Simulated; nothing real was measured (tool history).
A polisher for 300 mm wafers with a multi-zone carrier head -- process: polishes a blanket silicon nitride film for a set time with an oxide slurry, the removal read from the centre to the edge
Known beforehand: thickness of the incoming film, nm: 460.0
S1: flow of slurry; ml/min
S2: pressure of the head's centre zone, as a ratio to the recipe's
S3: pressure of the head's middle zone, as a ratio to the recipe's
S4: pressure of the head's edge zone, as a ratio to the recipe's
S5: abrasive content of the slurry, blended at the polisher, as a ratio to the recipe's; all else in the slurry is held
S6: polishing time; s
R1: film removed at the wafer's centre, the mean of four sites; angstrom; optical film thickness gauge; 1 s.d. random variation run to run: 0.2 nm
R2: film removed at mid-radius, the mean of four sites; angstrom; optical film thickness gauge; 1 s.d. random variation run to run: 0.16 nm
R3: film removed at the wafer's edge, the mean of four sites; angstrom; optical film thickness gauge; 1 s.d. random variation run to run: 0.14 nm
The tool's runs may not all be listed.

Run 1, hour 0.0: S1 225 ml/min, S2 1.00, S3 1.00, S4 1.00, S5 1.00, S6 53 s. Result: R1 270.72 angstrom, R2 275.31 angstrom, R3 263.19 angstrom.
Run 2, hour 5.9: S1 225 ml/min, S2 1.05, S3 1.00, S4 1.00, S5 1.00, S6 53 s. Result: R1 284.59 angstrom, R2 273.92 angstrom, R3 266.82 angstrom.
Run 3, hour 8.1: S1 225 ml/min, S2 1.04, S3 1.00, S4 0.98, S5 0.95, S6 53 s. Result: R1 279.52 angstrom, R2 269.27 angstrom, R3 257.37 angstrom.
Run 4, hour 10.0: S1 200 ml/min, S2 1.04, S3 1.00, S4 0.98, S5 0.95, S6 53 s. Result: R1 274.24 angstrom, R2 266.64 angstrom, R3 253.50 angstrom.
Run 5, hour 17.0: S1 200 ml/min, S2 1.04, S3 1.00, S4 0.98, S5 0.95, S6 61 s. Result: R1 311.84 angstrom, R2 306.01 angstrom, R3 291.82 angstrom.
Run 6, hour 17.6: S1 195 ml/min, S2 1.02, S3 0.99, S4 0.97, S5 0.90, S6 60 s. Result: R1 290.12 angstrom, R2 287.15 angstrom, R3 276.07 angstrom.
Run 7, hour 21.0: S1 195 ml/min, S2 1.01, S3 0.99, S4 0.96, S5 0.85, S6 60 s. Result: R1 285.33 angstrom, R2 279.12 angstrom, R3 265.89 angstrom.
Run 8, hour 28.7: S1 190 ml/min, S2 0.99, S3 0.99, S4 0.95, S5 0.80, S6 60 s. Result: R1 269.75 angstrom, R2 269.75 angstrom, R3 254.89 angstrom.
Run 9, hour 33.2: S1 185 ml/min, S2 0.98, S3 0.99, S4 0.94, S5 0.75, S6 60 s. Result: R1 248.36 angstrom, R2 252.50 angstrom, R3 239.63 angstrom.

Run 10, settings as shown, results not yet in. Your forecast:
Run 10, hour 37.6: S1 185 ml/min, S2 0.97, S3 0.99, S4 0.93, S5 0.75, S6 60 s. Result: R1 ?, R2 ?, R3 ?.

Run 10 produced R1 250.02 angstrom, R2 251.82 angstrom, R3 239.62 angstrom.
